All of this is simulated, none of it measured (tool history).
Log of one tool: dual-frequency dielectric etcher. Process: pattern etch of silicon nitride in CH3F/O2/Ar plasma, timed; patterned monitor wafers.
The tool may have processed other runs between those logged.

run	day	source power (kW)	bias power (kW)	etch time (s)	mean etch depth across the wafer (angstrom)
1	0.000	0.400	0.097	69.5	481.06
2	0.333	0.440	0.097	69.5	499.29
3	0.458	0.440	0.080	69.5	470.83
4	0.733	0.450	0.083	69.5	481.91
5	0.946	0.450	0.096	69.5	501.46
6	1.038	0.460	0.098	69.5	508.66
7	1.242	0.470	0.100	69.5	514.20
8	1.583	0.480	0.102	69.5	522.82

What will run 9 give?
9	1.838	0.490	0.103	69.5	?

mean etch depth across the wafer (angstrom): 529.77
